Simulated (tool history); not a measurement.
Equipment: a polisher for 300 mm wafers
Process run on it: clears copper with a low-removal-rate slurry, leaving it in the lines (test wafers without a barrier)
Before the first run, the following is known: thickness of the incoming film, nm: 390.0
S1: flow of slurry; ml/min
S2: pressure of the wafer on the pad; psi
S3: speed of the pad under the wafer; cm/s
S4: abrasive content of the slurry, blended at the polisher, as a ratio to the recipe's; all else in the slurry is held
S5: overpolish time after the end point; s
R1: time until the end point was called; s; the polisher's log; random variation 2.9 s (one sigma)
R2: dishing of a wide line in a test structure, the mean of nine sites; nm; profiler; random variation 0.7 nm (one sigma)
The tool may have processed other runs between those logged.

run  hour   S1   S2   S3   S4  S5       R1      R2
  1   0.0  310  3.3  100  1.0  27  110.680  66.924
  2   2.1  310  3.9  100  1.0  27   96.485  73.278
  3   3.0  310  4.7  100  1.0  27   84.517  83.934
  4   6.9  310  4.1   94  1.0  22  103.970  65.680
  5  15.1  290  3.3  100  0.9  18  113.980  46.408
  6  20.4  290  2.9  100  0.9  17  128.560  39.927
  7  26.4  290  2.7  100  0.9  16  134.410  36.568
  8  30.5  290  2.5  100  0.9  16  141.190  35.488

What will run 9 give?
  9  38.7  290  2.1  98  0.9  13   ?   ?

{"run 9": {"R1": 161.51, "R2": 25.603}}

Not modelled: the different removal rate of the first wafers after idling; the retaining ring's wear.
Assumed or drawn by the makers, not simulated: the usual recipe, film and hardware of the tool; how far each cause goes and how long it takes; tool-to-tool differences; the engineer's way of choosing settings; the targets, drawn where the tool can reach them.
